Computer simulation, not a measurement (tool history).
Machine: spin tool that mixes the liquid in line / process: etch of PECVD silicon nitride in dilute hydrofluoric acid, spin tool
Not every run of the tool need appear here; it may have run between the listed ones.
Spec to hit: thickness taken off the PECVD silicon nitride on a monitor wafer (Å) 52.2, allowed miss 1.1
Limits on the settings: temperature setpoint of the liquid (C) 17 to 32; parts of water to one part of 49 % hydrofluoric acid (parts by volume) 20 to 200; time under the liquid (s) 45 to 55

run  hour  temperature setpoint of the liquid (C)  parts of water to one part of 49 % hydrofluoric acid (parts by volume)  time under the liquid (s)  thickness taken off the PECVD silicon nitride on a monitor wafer (Å)
  1     0                                      24                                                                     110                         55                                                                28.436
  2   0.7                                      24                                                                     110                         55                                                                28.059
  3   4.3                                    26.5                                                                     110                         55                                                                32.905
  4  11.8                                    26.5                                                                     145                         55                                                                25.228
  5  16.5                                    26.5                                                                     145                         55                                                                25.231
  6  21.2                                    27.5                                                                     135                         55                                                                28.776
  7  24.1                                    27.5                                                                     135                         55                                                                28.759
  8  29.4                                    28.5                                                                     125                         55                                                                32.946
  9  31.7                                      29                                                                     120                         55                                                                35.753
 10  34.2                                    29.5                                                                     115                         55                                                                38.064
 11  39.4                                      30                                                                     110                         55                                                                41.636
 12  42.5                                    30.5                                                                     105                         55                                                                44.771
 13  48.7                                      31                                                                     105                         55                                                                46.201
 14  53.4                                    31.5                                                                     100                         55                                                                50.081

Which of these 5 next moves meets every target?
  A  58.1                                      32                                                                     110                         55                                                                     ?
  B  58.1                                    28.5                                                                      80                         55                                                                     ?
  C  58.1                                      32                                                                      95                         50                                                                     ?
  D  58.1                                    30.5                                                                      95                         55                                                                     ?
  E  58.1                                      32                                                                     105                         55                                                                     ?

move  thickness taken off the PECVD silicon nitride on a monitor wafer (Å)
   A                                                                46.542
   B                                                                51.454
   C                                                                49.085
   D                                                                49.178
   E                                                                48.791
A: its largest miss is bigger than the last run's
B: all results in spec
C: its largest miss is bigger than the last run's
D: its largest miss is bigger than the last run's
E: its largest miss is bigger than the last run's
The right move is B.
